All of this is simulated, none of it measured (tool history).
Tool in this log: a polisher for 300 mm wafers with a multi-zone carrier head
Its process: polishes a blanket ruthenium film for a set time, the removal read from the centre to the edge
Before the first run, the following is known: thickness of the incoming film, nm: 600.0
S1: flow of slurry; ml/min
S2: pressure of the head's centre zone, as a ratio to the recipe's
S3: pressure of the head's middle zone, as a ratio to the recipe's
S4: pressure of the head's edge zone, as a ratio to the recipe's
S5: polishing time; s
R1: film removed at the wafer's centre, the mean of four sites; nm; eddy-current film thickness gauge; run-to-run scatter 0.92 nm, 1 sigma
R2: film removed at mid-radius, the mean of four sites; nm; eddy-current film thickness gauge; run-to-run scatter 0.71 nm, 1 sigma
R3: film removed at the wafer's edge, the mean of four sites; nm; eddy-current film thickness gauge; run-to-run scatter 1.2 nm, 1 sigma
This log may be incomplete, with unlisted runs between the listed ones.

run  hour   S1    S2    S3    S4  S5      R1      R2      R3
  1   0.0  190  1.00  1.00  1.00  55  51.800  53.054  51.853
  2   7.4  190  1.00  1.00  1.00  63  60.165  60.302  60.745
  3   9.2  190  1.00  0.96  1.00  63  61.113  59.330  57.349
  4  12.4  205  1.04  1.01  1.01  65  64.182  64.040  62.144
  5  19.4  205  1.04  1.01  1.01  52  51.107  51.364  50.112
  6  23.8  205  1.06  1.03  1.06  58  58.474  56.923  57.215
  7  27.1  210  1.08  1.07  1.09  62  64.671  63.106  58.930

Estimate the outcome of run 8 from the log above:
  8  35.4  220  1.04  1.04  1.11  66   ?   ?   ?

{"run 8": {"R1": 66.495, "R2": 66.528, "R3": 65.385}}
